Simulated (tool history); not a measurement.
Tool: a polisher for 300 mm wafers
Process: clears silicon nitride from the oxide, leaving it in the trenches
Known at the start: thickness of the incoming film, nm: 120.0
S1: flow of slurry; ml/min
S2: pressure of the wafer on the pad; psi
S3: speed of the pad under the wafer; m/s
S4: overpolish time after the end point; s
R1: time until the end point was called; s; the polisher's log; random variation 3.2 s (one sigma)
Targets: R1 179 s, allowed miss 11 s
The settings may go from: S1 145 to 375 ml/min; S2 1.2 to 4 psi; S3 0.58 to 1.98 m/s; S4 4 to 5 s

run  hour   S1   S2    S3  S4      R1
  1     0  240  2.6  1.28   5  111.33
  2   7.5  240    3  1.28   5  96.983
  3  12.2  240    3  1.58   5  79.323
  4  18.7  240  2.5  1.48   5  100.19
  5  23.5  240  2.1   1.4   5  121.85
  6  24.4  240  2.1   1.4   5  122.64
  7  25.8  240  1.8  1.36   5  149.65
  8  27.2  240  1.7  1.36   5  154.97
  9  28.8  240  1.6  1.36   5  171.98

Which of these 5 next moves meets every target?
  A  30.4  200  1.9  1.32   4   ?
  B  30.4  265  1.5  1.36   5   ?
  C  30.4  265  1.6  1.52   4   ?
  D  30.4  200  1.8  1.04   4   ?
  E  30.4  220  1.6  1.46   5   ?

move      R1
   A  147.09
   B  172.64
   C  145.71
   D  195.09
   E  155.03
A: further off than the last run
B: meets every target
C: further off than the last run
D: takes the result that was furthest off past its target
E: further off than the last run
Move B is the one to make.

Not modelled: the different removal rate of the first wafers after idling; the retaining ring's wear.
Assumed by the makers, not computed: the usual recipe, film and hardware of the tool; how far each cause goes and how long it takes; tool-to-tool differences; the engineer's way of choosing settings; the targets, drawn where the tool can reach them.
